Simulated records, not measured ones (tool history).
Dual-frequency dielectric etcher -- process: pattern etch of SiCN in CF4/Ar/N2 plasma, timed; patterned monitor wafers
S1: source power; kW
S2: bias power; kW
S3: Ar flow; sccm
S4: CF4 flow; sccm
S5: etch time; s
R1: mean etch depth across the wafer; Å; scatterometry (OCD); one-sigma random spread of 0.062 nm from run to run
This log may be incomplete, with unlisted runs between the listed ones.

{"run": 1, "hour": 0.0, "S1": 0.44, "S2": 0.098, "S3": 127, "S4": 58, "S5": 40, "R1": 340.06}
{"run": 2, "hour": 2.3, "S1": 0.39, "S2": 0.096, "S3": 128, "S4": 58, "S5": 40, "R1": 304.11}
{"run": 3, "hour": 11.3, "S1": 0.39, "S2": 0.096, "S3": 117, "S4": 58, "S5": 40, "R1": 308.42}
{"run": 4, "hour": 17.4, "S1": 0.36, "S2": 0.095, "S3": 117, "S4": 58, "S5": 40, "R1": 287}
{"run": 5, "hour": 19.5, "S1": 0.36, "S2": 0.095, "S3": 117, "S4": 62, "S5": 40, "R1": 291.43}
{"run": 6, "hour": 22.3, "S1": 0.36, "S2": 0.095, "S3": 131, "S4": 62, "S5": 40, "R1": 286.49}

Forecast run 7:
{"run": 7, "hour": 22.9, "S1": 0.28, "S2": 0.092, "S3": 132, "S4": 62, "S5": 40, "R1": "?"}

{"run 7": {"R1": 229.1}}
